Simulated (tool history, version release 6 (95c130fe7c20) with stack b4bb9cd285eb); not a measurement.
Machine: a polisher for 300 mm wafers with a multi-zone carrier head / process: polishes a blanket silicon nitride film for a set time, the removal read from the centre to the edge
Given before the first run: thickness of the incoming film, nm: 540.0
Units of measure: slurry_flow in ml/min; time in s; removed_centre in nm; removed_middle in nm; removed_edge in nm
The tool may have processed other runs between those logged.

{"run": 1, "hour": 0.0, "slurry_flow": 265, "centre_zone": 1.0, "middle_zone": 1.0, "edge_zone": 1.0, "time": 41, "removed_centre": 59.23, "removed_middle": 59.435, "removed_edge": 63.446}
{"run": 2, "hour": 8.5, "slurry_flow": 265, "centre_zone": 1.0, "middle_zone": 1.0, "edge_zone": 1.0, "time": 47, "removed_centre": 68.211, "removed_middle": 67.278, "removed_edge": 69.266}
{"run": 3, "hour": 13.8, "slurry_flow": 265, "centre_zone": 1.0, "middle_zone": 1.0, "edge_zone": 1.03, "time": 47, "removed_centre": 67.516, "removed_middle": 68.211, "removed_edge": 71.732}
{"run": 4, "hour": 22.7, "slurry_flow": 265, "centre_zone": 1.0, "middle_zone": 1.0, "edge_zone": 1.03, "time": 54, "removed_centre": 78.217, "removed_middle": 78.092, "removed_edge": 80.885}
{"run": 5, "hour": 26.4, "slurry_flow": 270, "centre_zone": 0.98, "middle_zone": 1.02, "edge_zone": 1.03, "time": 54, "removed_centre": 76.579, "removed_middle": 78.932, "removed_edge": 82.429}
{"run": 6, "hour": 32.7, "slurry_flow": 270, "centre_zone": 0.96, "middle_zone": 1.05, "edge_zone": 1.01, "time": 54, "removed_centre": 74.534, "removed_middle": 81.277, "removed_edge": 80.901}
{"run": 7, "hour": 34.8, "slurry_flow": 275, "centre_zone": 0.95, "middle_zone": 1.07, "edge_zone": 1.01, "time": 54, "removed_centre": 73.53, "removed_middle": 82.311, "removed_edge": 81.689}

What will run 8 give?
{"run": 8, "hour": 40.9, "slurry_flow": 275, "centre_zone": 0.94, "middle_zone": 1.09, "edge_zone": 1.01, "time": 54, "removed_centre": "?", "removed_middle": "?", "removed_edge": "?"}

Run 8 produced removed_centre 74.404 nm, removed_middle 85.095 nm, removed_edge 81.947 nm.

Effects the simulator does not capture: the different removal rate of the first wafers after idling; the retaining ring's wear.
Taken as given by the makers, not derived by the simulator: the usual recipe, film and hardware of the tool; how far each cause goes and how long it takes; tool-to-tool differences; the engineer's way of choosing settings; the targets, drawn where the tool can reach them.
